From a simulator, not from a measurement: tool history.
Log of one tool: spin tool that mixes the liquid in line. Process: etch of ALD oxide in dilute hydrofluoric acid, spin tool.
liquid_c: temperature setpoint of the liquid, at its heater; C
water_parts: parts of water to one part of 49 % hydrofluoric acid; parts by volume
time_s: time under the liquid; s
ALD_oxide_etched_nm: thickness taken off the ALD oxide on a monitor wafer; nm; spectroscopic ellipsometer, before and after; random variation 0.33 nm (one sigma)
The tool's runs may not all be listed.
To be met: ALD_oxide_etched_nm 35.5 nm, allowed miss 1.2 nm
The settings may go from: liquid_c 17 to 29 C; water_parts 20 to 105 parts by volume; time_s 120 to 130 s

| run | hour | liquid_c | water_parts | time_s | ALD_oxide_etched_nm |
|---|---|---|---|---|---|
| 1 | 0 | 21 | 55 | 120 | 20.997 |
| 2 | 1.9 | 21 | 45 | 120 | 26.164 |
| 3 | 7.2 | 22 | 45 | 120 | 27.21 |
| 4 | 8.3 | 19.5 | 45 | 120 | 24.408 |
| 5 | 16.3 | 21 | 45 | 120 | 26.254 |
| 6 | 19.1 | 22 | 45 | 120 | 27.457 |
| 7 | 20.7 | 23 | 45 | 120 | 28.628 |
| 8 | 21.9 | 23.5 | 45 | 120 | 28.804 |
| 9 | 30.6 | 24.5 | 45 | 120 | 30.209 |
| 10 | 35.7 | 25 | 45 | 120 | 30.481 |

Which of these 4 next moves meets every target?
| A | 40.8 | 29 | 65 | 125 | ? |
| B | 40.8 | 26 | 45 | 120 | ? |
| C | 40.8 | 25 | 40 | 130 | ? |
| D | 40.8 | 23.5 | 40 | 130 | ? |

| move | ALD_oxide_etched_nm |
|---|---|
| A | 25.556 |
| B | 32.359 |
| C | 38.12 |
| D | 35.824 |
A: further off than the last run
B: nearer than the last run, and not there yet
C: takes the result that was furthest off past its target
D: meets every target
Move D is the one to make.

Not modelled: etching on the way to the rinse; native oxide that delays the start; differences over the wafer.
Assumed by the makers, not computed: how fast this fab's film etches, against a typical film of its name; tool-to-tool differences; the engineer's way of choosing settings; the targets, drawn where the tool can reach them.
